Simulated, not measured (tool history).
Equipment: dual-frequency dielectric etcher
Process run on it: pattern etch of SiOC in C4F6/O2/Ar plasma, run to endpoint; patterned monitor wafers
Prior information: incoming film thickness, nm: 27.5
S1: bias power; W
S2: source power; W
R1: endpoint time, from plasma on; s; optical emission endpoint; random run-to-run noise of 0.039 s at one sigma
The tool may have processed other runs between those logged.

run	day	S1	S2	R1
1	0	644	360	7.8559
2	0.096	745	360	7.4665
3	0.45	845	360	6.9912
4	0.583	788	350	7.2608
5	0.712	902	350	6.877
6	1.029	837	340	7.1813

What does the tool deliver on the next run?
7	1.317	784	330	?

{"run 7": {"R1": 7.4505}}
